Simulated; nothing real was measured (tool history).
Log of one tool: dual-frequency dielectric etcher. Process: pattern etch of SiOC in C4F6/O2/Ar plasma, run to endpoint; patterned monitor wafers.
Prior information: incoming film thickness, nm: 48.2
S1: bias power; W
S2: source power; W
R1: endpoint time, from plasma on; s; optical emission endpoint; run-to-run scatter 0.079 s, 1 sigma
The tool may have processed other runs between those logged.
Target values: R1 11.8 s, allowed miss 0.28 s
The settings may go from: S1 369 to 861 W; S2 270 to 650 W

| run | hour | S1 | S2 | R1 |
|---|---|---|---|---|
| 1 | 0 | 615 | 460 | 13.7 |
| 2 | 8 | 528 | 460 | 14.187 |
| 3 | 13.5 | 528 | 420 | 14.702 |
| 4 | 20.4 | 552 | 430 | 14.47 |
| 5 | 25.4 | 633 | 430 | 14.04 |
| 6 | 34.3 | 633 | 360 | 14.75 |
| 7 | 38.9 | 653 | 380 | 14.321 |
| 8 | 42 | 671 | 390 | 14.256 |
| 9 | 43.4 | 687 | 410 | 13.714 |
| 10 | 45 | 701 | 420 | 13.711 |
| 11 | 47.7 | 824 | 520 | 12.276 |
| 12 | 51.9 | 828 | 520 | 12.297 |
| 13 | 60.9 | 831 | 520 | 12.195 |
| 14 | 68.8 | 834 | 520 | 12.241 |
| 15 | 71.9 | 837 | 520 | 12.141 |

Which single option among these 5 for the next run brings every result within its allowed miss of target? Just one does.
| A | 75 | 812 | 500 | ? |
| B | 75 | 798 | 500 | ? |
| C | 75 | 861 | 620 | ? |
| D | 75 | 861 | 650 | ? |
| E | 75 | 773 | 600 | ? |

| move | R1 |
|---|---|
| A | 12.461 |
| B | 12.524 |
| C | 11.419 |
| D | 11.241 |
| E | 11.907 |
A: further off than the last run
B: further off than the last run
C: the result that was furthest off in the last run now lies on the other side of its target
D: the result that was furthest off in the last run now lies on the other side of its target
E: meets every target
Answer: E
